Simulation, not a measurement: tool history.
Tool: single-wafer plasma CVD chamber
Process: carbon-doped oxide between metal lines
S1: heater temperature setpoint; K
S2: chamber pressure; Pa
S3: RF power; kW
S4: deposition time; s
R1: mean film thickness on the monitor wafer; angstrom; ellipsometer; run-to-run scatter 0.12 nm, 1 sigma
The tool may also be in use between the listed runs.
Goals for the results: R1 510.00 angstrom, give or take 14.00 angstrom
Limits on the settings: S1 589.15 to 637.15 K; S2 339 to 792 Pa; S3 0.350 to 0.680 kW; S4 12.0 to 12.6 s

run 1 hour=0.0 | S1=613.15 S2=565 S3=0.515 S4=12.6 | R1=630.74
run 2 hour=5.2 | S1=617.15 S2=565 S3=0.515 S4=12.6 | R1=626.47
run 3 hour=5.9 | S1=617.15 S2=553 S3=0.480 S4=12.5 | R1=592.94
run 4 hour=11.1 | S1=617.15 S2=641 S3=0.480 S4=12.5 | R1=602.40
run 5 hour=15.3 | S1=618.15 S2=633 S3=0.450 S4=12.4 | R1=571.85
run 6 hour=23.3 | S1=619.15 S2=625 S3=0.430 S4=12.4 | R1=550.23
run 7 hour=31.6 | S1=620.15 S2=615 S3=0.420 S4=12.4 | R1=537.00
run 8 hour=35.7 | S1=621.15 S2=604 S3=0.415 S4=12.4 | R1=530.76

Of the 5 settings listed for the next run, only one would bring every result within its allowed miss of target. Which one?
run A hour=39.8 | S1=637.15 S2=425 S3=0.535 S4=12.0 | R1=?
run B hour=39.8 | S1=623.15 S2=573 S3=0.425 S4=12.0 | R1=?
run C hour=39.8 | S1=611.15 S2=779 S3=0.355 S4=12.0 | R1=?
run D hour=39.8 | S1=612.15 S2=719 S3=0.420 S4=12.6 | R1=?
run E hour=39.8 | S1=628.15 S2=605 S3=0.380 S4=12.2 | R1=?

move=A R1=561.03
move=B R1=517.57
move=C R1=489.57
move=D R1=573.70
move=E R1=480.49
A: further off than the last run
B: in spec on every target
C: pushes the last run's worst result past its target
D: further off than the last run
E: pushes the last run's worst result past its target
The move that meets every target is B.
